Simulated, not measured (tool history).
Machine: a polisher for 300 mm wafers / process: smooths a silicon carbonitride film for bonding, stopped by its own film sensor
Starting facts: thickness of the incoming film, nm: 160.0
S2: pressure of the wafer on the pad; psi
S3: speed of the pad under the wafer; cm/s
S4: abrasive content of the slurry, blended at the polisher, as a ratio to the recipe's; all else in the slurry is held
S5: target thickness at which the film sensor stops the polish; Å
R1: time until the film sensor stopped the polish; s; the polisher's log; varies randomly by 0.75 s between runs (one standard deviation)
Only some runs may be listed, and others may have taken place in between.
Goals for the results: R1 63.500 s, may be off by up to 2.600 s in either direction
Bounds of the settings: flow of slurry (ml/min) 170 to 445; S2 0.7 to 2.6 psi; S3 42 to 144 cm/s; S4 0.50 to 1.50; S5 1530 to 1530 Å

Run 1, hour 0.0: flow of slurry (ml/min) 285, S2 1.6 psi, S3 92 cm/s, S4 1.00, S5 1530 Å. Result: R1 34.715 s.
Run 2, hour 3.0: flow of slurry (ml/min) 285, S2 1.4 psi, S3 90 cm/s, S4 1.00, S5 1530 Å. Result: R1 40.050 s.
Run 3, hour 8.7: flow of slurry (ml/min) 285, S2 1.2 psi, S3 90 cm/s, S4 1.00, S5 1530 Å. Result: R1 47.354 s.
Run 4, hour 14.8: flow of slurry (ml/min) 285, S2 1.0 psi, S3 90 cm/s, S4 1.00, S5 1530 Å. Result: R1 55.638 s.
Run 5, hour 18.2: flow of slurry (ml/min) 285, S2 1.0 psi, S3 90 cm/s, S4 1.20, S5 1530 Å. Result: R1 49.418 s.
Run 6, hour 19.0: flow of slurry (ml/min) 220, S2 1.0 psi, S3 90 cm/s, S4 1.20, S5 1530 Å. Result: R1 50.888 s.
Run 7, hour 24.3: flow of slurry (ml/min) 220, S2 0.9 psi, S3 90 cm/s, S4 1.20, S5 1530 Å. Result: R1 56.346 s.
Run 8, hour 25.6: flow of slurry (ml/min) 215, S2 0.9 psi, S3 90 cm/s, S4 1.20, S5 1530 Å. Result: R1 56.458 s.
Run 9, hour 30.6: flow of slurry (ml/min) 210, S2 0.9 psi, S3 90 cm/s, S4 1.20, S5 1530 Å. Result: R1 56.073 s.

5 next moves are on the table. One of them brings every result within its allowed miss. Which?
Run A, hour 35.6: flow of slurry (ml/min) 205, S2 0.9 psi, S3 116 cm/s, S4 1.05, S5 1530 Å. Result: R1 ?.
Run B, hour 35.6: flow of slurry (ml/min) 240, S2 1.0 psi, S3 90 cm/s, S4 1.20, S5 1530 Å. Result: R1 ?.
Run C, hour 35.6: flow of slurry (ml/min) 230, S2 0.9 psi, S3 98 cm/s, S4 1.25, S5 1530 Å. Result: R1 ?.
Run D, hour 35.6: flow of slurry (ml/min) 175, S2 1.0 psi, S3 94 cm/s, S4 1.15, S5 1530 Å. Result: R1 ?.
Run E, hour 35.6: flow of slurry (ml/min) 245, S2 1.0 psi, S3 76 cm/s, S4 1.05, S5 1530 Å. Result: R1 ?.

move      R1
   A  49.793
   B  50.045
   C  50.821
   D  51.601
   E  61.835
A: misses by more than the last run did
B: misses by more than the last run did
C: misses by more than the last run did
D: misses by more than the last run did
E: every result within its allowed miss
So the answer is move E, the one that meets all the targets.
